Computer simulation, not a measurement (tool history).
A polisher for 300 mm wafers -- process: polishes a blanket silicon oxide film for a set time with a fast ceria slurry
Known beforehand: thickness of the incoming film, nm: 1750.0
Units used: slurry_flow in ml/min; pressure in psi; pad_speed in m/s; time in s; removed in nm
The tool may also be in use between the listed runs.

run 1 hour=0.0 | slurry_flow=190 pressure=3.3 pad_speed=0.94 time=21 | removed=299.41
run 2 hour=5.0 | slurry_flow=225 pressure=3.3 pad_speed=0.94 time=21 | removed=309.19
run 3 hour=13.6 | slurry_flow=230 pressure=3.4 pad_speed=0.94 time=21 | removed=321.24
run 4 hour=15.6 | slurry_flow=230 pressure=3.4 pad_speed=0.80 time=21 | removed=270.92
run 5 hour=22.4 | slurry_flow=200 pressure=3.4 pad_speed=0.80 time=21 | removed=268.85
run 6 hour=26.4 | slurry_flow=200 pressure=3.4 pad_speed=0.64 time=21 | removed=214.06
run 7 hour=33.8 | slurry_flow=230 pressure=4.4 pad_speed=0.74 time=21 | removed=328.86

Expected results for the next run?
run 8 hour=38.8 | slurry_flow=230 pressure=4.5 pad_speed=0.74 time=21 | removed=?

Run 8 gave removed 333.87 nm.

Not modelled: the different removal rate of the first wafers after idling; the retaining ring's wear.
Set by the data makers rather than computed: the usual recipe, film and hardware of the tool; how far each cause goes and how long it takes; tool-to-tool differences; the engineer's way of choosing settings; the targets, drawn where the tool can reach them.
